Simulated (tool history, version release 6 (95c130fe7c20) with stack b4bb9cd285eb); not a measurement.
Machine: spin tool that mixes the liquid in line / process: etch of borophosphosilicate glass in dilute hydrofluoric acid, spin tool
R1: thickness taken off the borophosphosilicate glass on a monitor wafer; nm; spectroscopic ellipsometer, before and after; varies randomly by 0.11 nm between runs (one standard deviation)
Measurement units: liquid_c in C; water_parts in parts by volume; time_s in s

{"run": 1, "hour": 0.0, "liquid_c": 20, "water_parts": 250, "time_s": 80, "R1": 7.6515}
{"run": 2, "hour": 3.2, "liquid_c": 21.5, "water_parts": 245, "time_s": 80, "R1": 8.4824}
{"run": 3, "hour": 11.6, "liquid_c": 22.5, "water_parts": 240, "time_s": 80, "R1": 8.9359}
{"run": 4, "hour": 12.3, "liquid_c": 23.5, "water_parts": 235, "time_s": 80, "R1": 9.487}
{"run": 5, "hour": 17.7, "liquid_c": 23.5, "water_parts": 290, "time_s": 80, "R1": 7.4302}
{"run": 6, "hour": 26.6, "liquid_c": 24.5, "water_parts": 275, "time_s": 80, "R1": 8.2088}
{"run": 7, "hour": 33.1, "liquid_c": 24.5, "water_parts": 275, "time_s": 80, "R1": 8.1825}
{"hour": 36.9, "done": "thermometer replaced"}
{"run": 8, "hour": 36.9, "liquid_c": 25, "water_parts": 265, "time_s": 80, "R1": 9.4203}
{"run": 9, "hour": 42.7, "liquid_c": 25.5, "water_parts": 265, "time_s": 80, "R1": 9.7911}
{"run": 10, "hour": 51.1, "liquid_c": 26, "water_parts": 265, "time_s": 80, "R1": 9.7709}

Estimate the outcome of run 11 from the log above:
{"run": 11, "hour": 56.0, "liquid_c": 26.5, "water_parts": 260, "time_s": 80, "R1": "?"}

{"run 11": {"R1": 10.376}}
